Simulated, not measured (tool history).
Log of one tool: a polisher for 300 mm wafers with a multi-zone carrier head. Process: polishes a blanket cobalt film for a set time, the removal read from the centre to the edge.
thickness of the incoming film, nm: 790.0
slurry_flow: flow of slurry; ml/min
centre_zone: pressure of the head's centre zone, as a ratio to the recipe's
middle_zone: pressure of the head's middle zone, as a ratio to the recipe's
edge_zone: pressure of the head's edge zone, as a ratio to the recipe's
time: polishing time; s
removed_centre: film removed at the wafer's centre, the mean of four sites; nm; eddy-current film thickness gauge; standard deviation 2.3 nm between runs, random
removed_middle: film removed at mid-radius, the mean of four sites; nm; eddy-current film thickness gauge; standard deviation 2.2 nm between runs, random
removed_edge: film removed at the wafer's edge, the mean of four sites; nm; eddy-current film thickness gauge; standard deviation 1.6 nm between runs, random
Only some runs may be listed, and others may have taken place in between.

run,hour,slurry_flow,centre_zone,middle_zone,edge_zone,time,removed_centre,removed_middle,removed_edge
1,0,180,1,1,1,38,145.47,149.18,148.66
2,1.7,180,1,1,1,34,129.46,134.58,129.94
3,2.7,180,1.03,1,1,34,138.89,133.08,131.23
4,6.5,180,1.03,0.94,1,34,133.85,128.31,130.01
5,8.8,180,1.03,0.94,1.04,34,132.37,127.41,134.32
6,12.8,185,1.04,0.96,1.06,35,142.27,134.15,137.61
7,17.9,185,1.03,0.96,1.07,36,145.13,133.77,145.53

Estimate the outcome of run 8 from the log above:
8,23.4,235,1.03,1.06,1.17,39,?,?,?

removed_centre: 163.68 nm
removed_middle: 168.1 nm
removed_edge: 162.25 nm

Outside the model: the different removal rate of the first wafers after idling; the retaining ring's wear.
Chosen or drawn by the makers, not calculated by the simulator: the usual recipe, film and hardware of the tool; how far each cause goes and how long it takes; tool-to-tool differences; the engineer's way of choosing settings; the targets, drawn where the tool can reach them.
